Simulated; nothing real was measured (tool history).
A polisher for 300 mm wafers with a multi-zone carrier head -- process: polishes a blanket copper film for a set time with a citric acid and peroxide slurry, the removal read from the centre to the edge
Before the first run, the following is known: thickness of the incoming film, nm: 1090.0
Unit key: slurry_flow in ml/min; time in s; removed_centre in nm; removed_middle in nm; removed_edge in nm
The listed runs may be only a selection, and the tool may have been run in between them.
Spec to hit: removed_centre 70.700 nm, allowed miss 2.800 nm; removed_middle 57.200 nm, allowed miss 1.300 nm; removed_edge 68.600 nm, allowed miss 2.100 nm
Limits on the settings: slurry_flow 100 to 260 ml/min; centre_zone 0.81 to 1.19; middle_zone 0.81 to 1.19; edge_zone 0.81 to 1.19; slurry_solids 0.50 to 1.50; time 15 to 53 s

run  hour  slurry_flow  centre_zone  middle_zone  edge_zone  slurry_solids  time  removed_centre  removed_middle  removed_edge
  1   0.0          165         1.00         1.00       1.00           1.00    34          89.353          94.168        94.412
  2   3.6          155         1.02         0.97       1.00           0.90    33          86.729          84.850        87.031
  3  10.6          155         1.02         0.89       1.00           0.90    33          84.989          78.872        87.559
  4  17.2          155         1.02         0.89       1.00           0.80    33          81.513          76.775        85.033
  5  19.1          145         1.03         0.88       1.00           0.75    32          78.590          71.601        80.975
  6  22.5          145         1.10         0.88       1.00           0.75    32          84.970          72.046        80.232
  7  24.7          140         1.10         0.87       1.00           0.70    32          80.661          69.208        78.648
  8  31.0          135         1.11         0.86       0.99           0.65    32          79.096          67.933        76.599
  9  37.2          110         1.15         0.81       1.04           0.50    29          65.554          51.342        63.564
 10  44.0          120         1.15         0.81       1.04           0.50    29          67.813          52.983        65.071

5 candidate next runs follow, results not yet known. Just one meets every target within its allowed miss. Identify it.
  A  50.8          145         1.19         0.83       1.08           0.55    29               ?               ?             ?
  B  50.8          140         1.14         0.82       1.00           0.65    30               ?               ?             ?
  C  50.8          110         1.17         0.84       1.05           0.55    33               ?               ?             ?
  D  50.8          130         1.08         0.81       0.96           0.65    29               ?               ?             ?
  E  50.8          180         1.17         0.81       1.02           0.75    26               ?               ?             ?

move  removed_centre  removed_middle  removed_edge
   A          74.453          57.919        70.035
   B          76.136          61.327        72.968
   C          76.636          61.895        74.942
   D          68.283          57.669        68.659
   E          74.231          57.283        68.398
A: the furthest-off result lands on target, but another misses its tolerance
B: moves the result that the last run missed by most past its target, out the other side
C: moves the result that the last run missed by most past its target, out the other side
D: in spec on every target
E: the furthest-off result lands on target, but another misses its tolerance
Answer: D
